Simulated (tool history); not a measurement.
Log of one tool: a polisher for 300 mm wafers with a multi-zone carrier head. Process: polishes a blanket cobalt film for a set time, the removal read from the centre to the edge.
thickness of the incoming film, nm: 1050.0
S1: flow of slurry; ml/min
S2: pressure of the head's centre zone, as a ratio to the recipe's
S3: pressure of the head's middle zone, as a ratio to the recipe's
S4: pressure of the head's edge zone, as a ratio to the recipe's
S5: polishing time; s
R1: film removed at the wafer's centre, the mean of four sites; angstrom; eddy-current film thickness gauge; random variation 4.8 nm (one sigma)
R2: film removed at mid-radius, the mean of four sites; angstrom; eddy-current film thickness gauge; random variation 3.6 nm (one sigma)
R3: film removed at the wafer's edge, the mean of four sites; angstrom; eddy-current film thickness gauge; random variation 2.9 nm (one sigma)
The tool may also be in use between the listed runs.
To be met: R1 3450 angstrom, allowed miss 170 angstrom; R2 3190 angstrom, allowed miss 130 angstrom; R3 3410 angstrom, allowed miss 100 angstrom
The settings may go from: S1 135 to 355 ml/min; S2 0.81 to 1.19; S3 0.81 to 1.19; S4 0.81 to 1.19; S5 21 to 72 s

{"run": 1, "hour": 0.0, "S1": 225, "S2": 1, "S3": 1, "S4": 1, "S5": 46, "R1": 3834.1, "R2": 3817.3, "R3": 3963.2}
{"run": 2, "hour": 5.7, "S1": 225, "S2": 1, "S3": 1.05, "S4": 1, "S5": 46, "R1": 3748.1, "R2": 4017.8, "R3": 3954.1}
{"run": 3, "hour": 13.0, "S1": 225, "S2": 0.95, "S3": 1.05, "S4": 1, "S5": 46, "R1": 3667, "R2": 3923.4, "R3": 3930.2}
{"run": 4, "hour": 19.8, "S1": 220, "S2": 0.95, "S3": 1.03, "S4": 0.98, "S5": 45, "R1": 3559.8, "R2": 3799.4, "R3": 3859.1}
{"run": 5, "hour": 26.8, "S1": 220, "S2": 0.97, "S3": 1.01, "S4": 0.97, "S5": 44, "R1": 3495.7, "R2": 3783, "R3": 3677.6}
{"run": 6, "hour": 32.9, "S1": 220, "S2": 0.98, "S3": 0.98, "S4": 0.97, "S5": 43, "R1": 3539.8, "R2": 3555.4, "R3": 3601.8}
{"run": 7, "hour": 34.7, "S1": 215, "S2": 0.98, "S3": 0.96, "S4": 0.97, "S5": 43, "R1": 3488.3, "R2": 3471.9, "R3": 3551.3}
{"run": 8, "hour": 43.2, "S1": 210, "S2": 0.98, "S3": 0.95, "S4": 0.97, "S5": 43, "R1": 3496.8, "R2": 3443.9, "R3": 3607.7}
{"run": 9, "hour": 48.9, "S1": 210, "S2": 0.98, "S3": 0.94, "S4": 0.96, "S5": 43, "R1": 3389.4, "R2": 3416.3, "R3": 3582.8}
{"run": 10, "hour": 49.7, "S1": 210, "S2": 0.99, "S3": 0.93, "S4": 0.96, "S5": 43, "R1": 3482.7, "R2": 3420.3, "R3": 3570}
{"run": 11, "hour": 51.7, "S1": 210, "S2": 0.99, "S3": 0.92, "S4": 0.96, "S5": 43, "R1": 3523, "R2": 3456.1, "R3": 3573.4}
{"run": 12, "hour": 60.3, "S1": 205, "S2": 0.99, "S3": 0.91, "S4": 0.96, "S5": 43, "R1": 3432.8, "R2": 3380.7, "R3": 3548.5}

Which of these 5 next moves meets every target?
{"run": "A", "hour": 68.9, "S1": 155, "S2": 0.88, "S3": 0.95, "S4": 0.89, "S5": 47, "R1": "?", "R2": "?", "R3": "?"}
{"run": "B", "hour": 68.9, "S1": 175, "S2": 0.92, "S3": 0.87, "S4": 1.02, "S5": 44, "R1": "?", "R2": "?", "R3": "?"}
{"run": "C", "hour": 68.9, "S1": 185, "S2": 0.96, "S3": 0.93, "S4": 0.97, "S5": 45, "R1": "?", "R2": "?", "R3": "?"}
{"run": "D", "hour": 68.9, "S1": 210, "S2": 1.03, "S3": 1.01, "S4": 1.01, "S5": 41, "R1": "?", "R2": "?", "R3": "?"}
{"run": "E", "hour": 68.9, "S1": 315, "S2": 1, "S3": 0.84, "S4": 0.95, "S5": 40, "R1": "?", "R2": "?", "R3": "?"}

move=A R1=3151.1 R2=3533.6 R3=3626.3
move=B R1=3172.6 R2=3228.3 R3=3678.2
move=C R1=3427.4 R2=3461.9 R3=3702.1
move=D R1=3433.6 R2=3377 R3=3487.8
move=E R1=3433.8 R2=3123.3 R3=3442.7
A: further off than the last run
B: brings the result that was furthest off to its target, and leaves another outside
C: further off than the last run
D: as far off as the last run
E: meets every target
Move E is the one to make.
